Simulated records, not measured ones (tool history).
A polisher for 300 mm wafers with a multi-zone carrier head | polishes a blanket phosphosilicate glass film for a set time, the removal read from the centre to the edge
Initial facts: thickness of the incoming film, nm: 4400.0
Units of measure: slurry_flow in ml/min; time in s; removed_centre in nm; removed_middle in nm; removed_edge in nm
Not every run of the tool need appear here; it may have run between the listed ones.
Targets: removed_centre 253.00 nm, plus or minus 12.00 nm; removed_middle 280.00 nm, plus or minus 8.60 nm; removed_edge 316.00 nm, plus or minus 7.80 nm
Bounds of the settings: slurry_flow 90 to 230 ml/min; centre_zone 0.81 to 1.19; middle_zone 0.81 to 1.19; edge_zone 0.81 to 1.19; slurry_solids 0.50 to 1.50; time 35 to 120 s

run 1 hour=0.0 | slurry_flow=150 centre_zone=1.00 middle_zone=1.00 edge_zone=1.00 slurry_solids=1.00 time=77 | removed_centre=356.52 removed_middle=314.95 removed_edge=327.04
run 2 hour=7.4 | slurry_flow=150 centre_zone=0.95 middle_zone=1.00 edge_zone=1.00 slurry_solids=1.00 time=77 | removed_centre=335.21 removed_middle=316.96 removed_edge=330.00
run 3 hour=9.4 | slurry_flow=150 centre_zone=0.95 middle_zone=1.00 edge_zone=1.05 slurry_solids=1.00 time=77 | removed_centre=333.36 removed_middle=317.98 removed_edge=338.31
run 4 hour=17.9 | slurry_flow=150 centre_zone=1.01 middle_zone=1.00 edge_zone=1.05 slurry_solids=1.00 time=77 | removed_centre=353.46 removed_middle=319.66 removed_edge=338.20
run 5 hour=19.7 | slurry_flow=145 centre_zone=0.99 middle_zone=1.00 edge_zone=1.05 slurry_solids=1.00 time=77 | removed_centre=349.41 removed_middle=317.09 removed_edge=335.08
run 6 hour=21.4 | slurry_flow=145 centre_zone=0.94 middle_zone=1.00 edge_zone=1.05 slurry_solids=1.00 time=77 | removed_centre=338.82 removed_middle=316.14 removed_edge=332.19
run 7 hour=23.7 | slurry_flow=155 centre_zone=0.93 middle_zone=1.00 edge_zone=1.06 slurry_solids=0.95 time=77 | removed_centre=317.66 removed_middle=309.39 removed_edge=329.91
-- hour=30.7 centre zone pressure recalibrated
run 8 hour=30.7 | slurry_flow=135 centre_zone=0.83 middle_zone=0.96 edge_zone=1.09 slurry_solids=0.80 time=78 | removed_centre=235.27 removed_middle=267.61 removed_edge=296.09
run 9 hour=38.6 | slurry_flow=140 centre_zone=0.83 middle_zone=0.96 edge_zone=1.09 slurry_solids=0.80 time=78 | removed_centre=229.67 removed_middle=267.37 removed_edge=298.08
run 10 hour=43.6 | slurry_flow=175 centre_zone=0.91 middle_zone=0.97 edge_zone=1.13 slurry_solids=0.85 time=78 | removed_centre=279.69 removed_middle=299.19 removed_edge=329.58
run 11 hour=47.9 | slurry_flow=170 centre_zone=0.91 middle_zone=0.97 edge_zone=1.13 slurry_solids=0.85 time=78 | removed_centre=277.85 removed_middle=292.21 removed_edge=329.16
run 12 hour=50.4 | slurry_flow=165 centre_zone=0.90 middle_zone=0.97 edge_zone=1.13 slurry_solids=0.85 time=78 | removed_centre=273.23 removed_middle=288.69 removed_edge=321.70

Consider the 4 candidate settings below. Which is the only one whose results all fall within their allowed miss of target?
run A hour=52.9 | slurry_flow=160 centre_zone=0.88 middle_zone=0.98 edge_zone=1.17 slurry_solids=0.80 time=79 | removed_centre=? removed_middle=? removed_edge=?
run B hour=52.9 | slurry_flow=150 centre_zone=1.04 middle_zone=0.94 edge_zone=1.17 slurry_solids=0.95 time=73 | removed_centre=? removed_middle=? removed_edge=?
run C hour=52.9 | slurry_flow=190 centre_zone=0.93 middle_zone=1.00 edge_zone=1.17 slurry_solids=1.00 time=71 | removed_centre=? removed_middle=? removed_edge=?
run D hour=52.9 | slurry_flow=175 centre_zone=0.98 middle_zone=1.05 edge_zone=1.13 slurry_solids=0.80 time=81 | removed_centre=? removed_middle=? removed_edge=?

move=A removed_centre=256.44 removed_middle=279.03 removed_edge=316.36
move=B removed_centre=304.59 removed_middle=276.38 removed_edge=323.61
move=C removed_centre=288.91 removed_middle=301.45 removed_edge=334.53
move=D removed_centre=296.15 removed_middle=304.52 removed_edge=322.25
A: each result inside its tolerance
B: its largest miss is bigger than the last run's
C: its largest miss is bigger than the last run's
D: its largest miss is bigger than the last run's
The move that meets every target is A.
